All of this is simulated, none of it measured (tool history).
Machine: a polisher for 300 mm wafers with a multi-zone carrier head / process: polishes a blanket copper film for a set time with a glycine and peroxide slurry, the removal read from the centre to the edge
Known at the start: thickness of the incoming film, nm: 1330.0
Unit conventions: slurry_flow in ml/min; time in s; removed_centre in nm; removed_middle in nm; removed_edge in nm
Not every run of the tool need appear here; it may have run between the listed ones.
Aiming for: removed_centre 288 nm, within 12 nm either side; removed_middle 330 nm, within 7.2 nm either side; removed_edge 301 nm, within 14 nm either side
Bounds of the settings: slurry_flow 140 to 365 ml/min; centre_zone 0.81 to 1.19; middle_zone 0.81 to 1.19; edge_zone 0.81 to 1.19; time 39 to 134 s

Run 1, day 0: slurry_flow 235 ml/min, centre_zone 1, middle_zone 1, edge_zone 1, time 86 s. Result: removed_centre 405.58 nm, removed_middle 441.23 nm, removed_edge 418.89 nm.
Run 2, day 0.346: slurry_flow 235 ml/min, centre_zone 1, middle_zone 0.92, edge_zone 1, time 86 s. Result: removed_centre 403.99 nm, removed_middle 411.1 nm, removed_edge 405.46 nm.
Run 3, day 0.458: slurry_flow 235 ml/min, centre_zone 1.06, middle_zone 0.92, edge_zone 1, time 86 s. Result: removed_centre 432.92 nm, removed_middle 410.08 nm, removed_edge 409.69 nm.
Run 4, day 0.621: slurry_flow 235 ml/min, centre_zone 1.06, middle_zone 1, edge_zone 1, time 86 s. Result: removed_centre 420.21 nm, removed_middle 445.71 nm, removed_edge 413.49 nm.
Run 5, day 0.888: slurry_flow 255 ml/min, centre_zone 1.06, middle_zone 1, edge_zone 1, time 86 s. Result: removed_centre 426.89 nm, removed_middle 449.8 nm, removed_edge 414.67 nm.
Run 6, day 1.262: slurry_flow 265 ml/min, centre_zone 1, middle_zone 0.98, edge_zone 0.96, time 79 s. Result: removed_centre 377.59 nm, removed_middle 403.02 nm, removed_edge 370.64 nm.
Run 7, day 1.608: slurry_flow 265 ml/min, centre_zone 1, middle_zone 0.98, edge_zone 0.96, time 79 s. Result: removed_centre 383.13 nm, removed_middle 399.08 nm, removed_edge 382.13 nm.
Run 8, day 1.912: slurry_flow 240 ml/min, centre_zone 0.97, middle_zone 1, edge_zone 0.92, time 74 s. Result: removed_centre 339.35 nm, removed_middle 384.31 nm, removed_edge 354.78 nm.
Run 9, day 2.046: slurry_flow 250 ml/min, centre_zone 0.95, middle_zone 0.99, edge_zone 0.89, time 70 s. Result: removed_centre 314.12 nm, removed_middle 357.03 nm, removed_edge 326.6 nm.
Run 10, day 2.238: slurry_flow 245 ml/min, centre_zone 0.94, middle_zone 0.98, edge_zone 0.87, time 69 s. Result: removed_centre 312.63 nm, removed_middle 349.51 nm, removed_edge 313.51 nm.
Run 11, day 2.596: slurry_flow 235 ml/min, centre_zone 0.92, middle_zone 0.97, edge_zone 0.86, time 69 s. Result: removed_centre 294.9 nm, removed_middle 341.12 nm, removed_edge 314.36 nm.
Run 12, day 2.912: slurry_flow 235 ml/min, centre_zone 0.92, middle_zone 0.97, edge_zone 0.86, time 69 s. Result: removed_centre 303.19 nm, removed_middle 345.07 nm, removed_edge 312.27 nm.
Run 13, day 3.083: slurry_flow 230 ml/min, centre_zone 0.91, middle_zone 0.96, edge_zone 0.85, time 69 s. Result: removed_centre 293.78 nm, removed_middle 338.22 nm, removed_edge 312.12 nm.

5 candidate next runs follow, results not yet known. Just one meets every target within its allowed miss. Identify it.
Run A, day 3.254: slurry_flow 300 ml/min, centre_zone 0.93, middle_zone 0.97, edge_zone 0.87, time 65 s. Result: removed_centre ?, removed_middle ?, removed_edge ?.
Run B, day 3.254: slurry_flow 275 ml/min, centre_zone 1, middle_zone 1.11, edge_zone 0.81, time 60 s. Result: removed_centre ?, removed_middle ?, removed_edge ?.
Run C, day 3.254: slurry_flow 335 ml/min, centre_zone 1.08, middle_zone 1.08, edge_zone 0.81, time 61 s. Result: removed_centre ?, removed_middle ?, removed_edge ?.
Run D, day 3.254: slurry_flow 255 ml/min, centre_zone 1.02, middle_zone 1.15, edge_zone 0.81, time 59 s. Result: removed_centre ?, removed_middle ?, removed_edge ?.
Run E, day 3.254: slurry_flow 215 ml/min, centre_zone 0.97, middle_zone 0.93, edge_zone 0.81, time 69 s. Result: removed_centre ?, removed_middle ?, removed_edge ?.

move  removed_centre  removed_middle  removed_edge
   A          294.46           329.2        302.22
   B          289.99          337.76        268.04
   C          325.05          341.47        276.43
   D          288.45          339.67        261.87
   E          313.17          325.32        302.62
A: all results in spec
B: lands further from the targets than the last run did
C: lands further from the targets than the last run did
D: lands further from the targets than the last run did
E: meets the target for the result that was furthest off, but another lies outside its allowed miss
Correct choice: A, which meets every target
